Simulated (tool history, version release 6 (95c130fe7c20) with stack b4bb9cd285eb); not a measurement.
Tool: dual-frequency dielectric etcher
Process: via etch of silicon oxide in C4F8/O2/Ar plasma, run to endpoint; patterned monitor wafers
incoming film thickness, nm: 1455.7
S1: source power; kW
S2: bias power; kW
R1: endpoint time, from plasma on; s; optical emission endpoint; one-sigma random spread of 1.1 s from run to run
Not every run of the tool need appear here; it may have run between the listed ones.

run  hour    S1     S2      R1
  1     0  1.75  1.484  308.49
  2     1  1.97  1.484     288
  3   9.2  1.97  1.295  299.82
  4  18.1  2.09  1.386  282.83
  5  23.3  2.09  1.492  275.48
  6    24  2.09  1.738  260.71
  7    25  2.14  1.749  257.03

Expected results for the next run?
  8  31.7  2.18  1.758   ?

{"run 8": {"R1": 255.77}}
